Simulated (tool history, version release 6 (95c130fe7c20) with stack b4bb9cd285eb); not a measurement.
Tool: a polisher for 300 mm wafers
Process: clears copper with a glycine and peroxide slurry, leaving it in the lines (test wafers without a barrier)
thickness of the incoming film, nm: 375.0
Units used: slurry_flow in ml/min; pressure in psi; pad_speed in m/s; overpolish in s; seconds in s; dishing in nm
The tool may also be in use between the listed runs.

{"run": 1, "hour": 0.0, "slurry_flow": 280, "pressure": 2.3, "pad_speed": 0.86, "overpolish": 21, "seconds": 103.86, "dishing": 33.817}
{"run": 2, "hour": 3.3, "slurry_flow": 320, "pressure": 2.3, "pad_speed": 0.86, "overpolish": 21, "seconds": 103.0, "dishing": 33.705}
{"run": 3, "hour": 5.7, "slurry_flow": 320, "pressure": 2.5, "pad_speed": 0.88, "overpolish": 21, "seconds": 95.061, "dishing": 33.739}
{"run": 4, "hour": 8.9, "slurry_flow": 320, "pressure": 2.5, "pad_speed": 0.88, "overpolish": 26, "seconds": 97.567, "dishing": 38.502}
{"run": 5, "hour": 16.0, "slurry_flow": 320, "pressure": 2.7, "pad_speed": 0.9, "overpolish": 25, "seconds": 86.094, "dishing": 36.262}
{"run": 6, "hour": 17.5, "slurry_flow": 380, "pressure": 2.7, "pad_speed": 0.9, "overpolish": 25, "seconds": 88.851, "dishing": 37.39}
{"run": 7, "hour": 22.8, "slurry_flow": 380, "pressure": 2.8, "pad_speed": 0.92, "overpolish": 26, "seconds": 81.059, "dishing": 39.577}

Run 8 has not been measured yet. What should we expect?
{"run": 8, "hour": 25.2, "slurry_flow": 380, "pressure": 2.9, "pad_speed": 0.92, "overpolish": 26, "seconds": "?", "dishing": "?"}

seconds: 79.779 s
dishing: 38.782 nm

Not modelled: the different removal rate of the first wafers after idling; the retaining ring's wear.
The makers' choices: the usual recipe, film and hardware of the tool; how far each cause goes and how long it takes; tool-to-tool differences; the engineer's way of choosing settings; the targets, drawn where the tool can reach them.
